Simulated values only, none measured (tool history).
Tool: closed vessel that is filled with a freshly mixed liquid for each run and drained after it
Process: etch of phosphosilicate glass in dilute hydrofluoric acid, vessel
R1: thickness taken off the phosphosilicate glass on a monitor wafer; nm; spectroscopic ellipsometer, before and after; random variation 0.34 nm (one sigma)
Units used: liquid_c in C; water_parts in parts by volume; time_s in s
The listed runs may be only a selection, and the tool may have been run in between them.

run 1 day=0 | liquid_c=21 water_parts=300 time_s=230 | R1=90.242
run 2 day=0.058 | liquid_c=20.5 water_parts=300 time_s=230 | R1=87.849
run 3 day=0.404 | liquid_c=22 water_parts=300 time_s=230 | R1=93.253
run 4 day=0.567 | liquid_c=22 water_parts=300 time_s=245 | R1=98.378
run 5 day=0.638 | liquid_c=21 water_parts=305 time_s=245 | R1=94.008
run 6 day=0.812 | liquid_c=21 water_parts=305 time_s=245 | R1=93.678
run 7 day=1.133 | liquid_c=20.5 water_parts=305 time_s=245 | R1=91.639
run 8 day=1.362 | liquid_c=20 water_parts=305 time_s=245 | R1=90.152

Run 9 is up next; what results do you expect?
run 9 day=1.446 | liquid_c=19.5 water_parts=305 time_s=245 | R1=?

{"run 9": {"R1": 88.8}}

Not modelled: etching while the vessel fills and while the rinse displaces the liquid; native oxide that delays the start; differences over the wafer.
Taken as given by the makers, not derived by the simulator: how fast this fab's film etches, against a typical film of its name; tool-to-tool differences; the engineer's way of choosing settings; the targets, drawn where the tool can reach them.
